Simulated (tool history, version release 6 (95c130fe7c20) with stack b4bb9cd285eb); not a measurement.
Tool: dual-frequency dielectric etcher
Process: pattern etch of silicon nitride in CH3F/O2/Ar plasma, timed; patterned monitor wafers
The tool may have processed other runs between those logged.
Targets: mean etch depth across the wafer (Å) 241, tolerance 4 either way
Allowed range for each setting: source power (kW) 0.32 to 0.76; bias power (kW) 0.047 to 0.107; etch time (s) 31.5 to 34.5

run,hour,source power (kW),bias power (kW),etch time (s),mean etch depth across the wafer (Å)
1,0,0.54,0.077,34.5,276.43
2,3,0.51,0.076,34.5,267.22
3,6.2,0.49,0.076,34.5,260.34
4,14.7,0.48,0.076,34.5,258.28
5,17.5,0.52,0.076,34.5,266.36
6,22.2,0.52,0.076,34.5,268.67
7,28.9,0.5,0.076,34.5,262.4
8,36.7,0.49,0.076,34.5,258.93
9,39.6,0.48,0.076,34.5,256.5
10,40.6,0.47,0.076,34.5,255.01
11,46.8,0.46,0.076,34.5,251.79
12,47.6,0.45,0.076,34.5,248.05
13,51.9,0.41,0.075,34.5,236.97

Next run, 4 choices. One meets every target within its allowed miss, the rest don't. Which?
A,56.2,0.44,0.092,32,?
B,56.2,0.47,0.066,33,?
C,56.2,0.44,0.079,32,?
D,56.2,0.39,0.084,34,?

move,mean etch depth across the wafer (Å)
A,241.6
B,236.16
C,231.5
D,233.57
A: each result inside its tolerance
B: its largest miss is bigger than the last run's
C: its largest miss is bigger than the last run's
D: its largest miss is bigger than the last run's
The move that meets every target is A.
